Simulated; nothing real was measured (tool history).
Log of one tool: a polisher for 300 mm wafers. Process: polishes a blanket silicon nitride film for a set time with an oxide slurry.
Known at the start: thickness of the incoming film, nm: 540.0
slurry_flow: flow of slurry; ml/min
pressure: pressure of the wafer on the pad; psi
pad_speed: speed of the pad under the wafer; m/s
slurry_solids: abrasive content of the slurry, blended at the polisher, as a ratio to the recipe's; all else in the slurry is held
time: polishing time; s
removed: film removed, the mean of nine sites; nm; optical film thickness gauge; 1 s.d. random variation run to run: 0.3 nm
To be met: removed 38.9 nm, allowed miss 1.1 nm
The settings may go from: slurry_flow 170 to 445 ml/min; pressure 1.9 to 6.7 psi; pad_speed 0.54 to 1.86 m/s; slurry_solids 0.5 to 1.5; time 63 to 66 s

| run | hour | slurry_flow | pressure | pad_speed | slurry_solids | time | removed |
|---|---|---|---|---|---|---|---|
| 1 | 0 | 285 | 4.3 | 1.18 | 1 | 63 | 62.639 |
| 2 | 7.9 | 285 | 4.3 | 1.18 | 1 | 66 | 65.508 |
| 3 | 13.9 | 285 | 4.3 | 1.18 | 1 | 66 | 65.308 |
| 4 | 20.9 | 285 | 3.6 | 1.18 | 1 | 66 | 58.697 |
| 5 | 23.9 | 285 | 3.6 | 1.18 | 1.1 | 66 | 60.487 |
| 6 | 31 | 285 | 3.1 | 1.12 | 1.1 | 66 | 51.507 |
| 7 | 33.5 | 285 | 2.7 | 1.1 | 1.1 | 66 | 46.857 |
| 8 | 37.9 | 285 | 2.5 | 1.1 | 1.1 | 66 | 44.645 |
| 9 | 44.3 | 285 | 2.3 | 1.1 | 1.1 | 66 | 42.77 |
|  | 49.9 | head pressure recalibrated |
| 10 | 49.9 | 280 | 1.9 | 1.1 | 1.1 | 66 | 35.446 |
| 11 | 56.4 | 300 | 1.9 | 1.1 | 1.1 | 66 | 35.401 |
| 12 | 58 | 280 | 1.9 | 1.1 | 1.1 | 66 | 35.514 |

5 candidate next runs follow, results not yet known. Just one meets every target within its allowed miss. Identify it.
| A | 59.6 | 290 | 2.2 | 1.18 | 0.95 | 66 | ? |
| B | 59.6 | 220 | 2.1 | 1.18 | 1.25 | 66 | ? |
| C | 59.6 | 320 | 2.2 | 1.14 | 1.2 | 66 | ? |
| D | 59.6 | 315 | 2.5 | 0.96 | 1.05 | 65 | ? |
| E | 59.6 | 370 | 2.2 | 1.32 | 1 | 63 | ? |

| move | removed |
|---|---|
| A | 38.377 |
| B | 40.471 |
| C | 41.554 |
| D | 36.419 |
| E | 41.88 |
A: each result inside its tolerance
B: takes the biggest miss from the last run beyond its target
C: takes the biggest miss from the last run beyond its target
D: gains on the last run, yet a result remains outside its allowed miss
E: takes the biggest miss from the last run beyond its target
A meets every target.
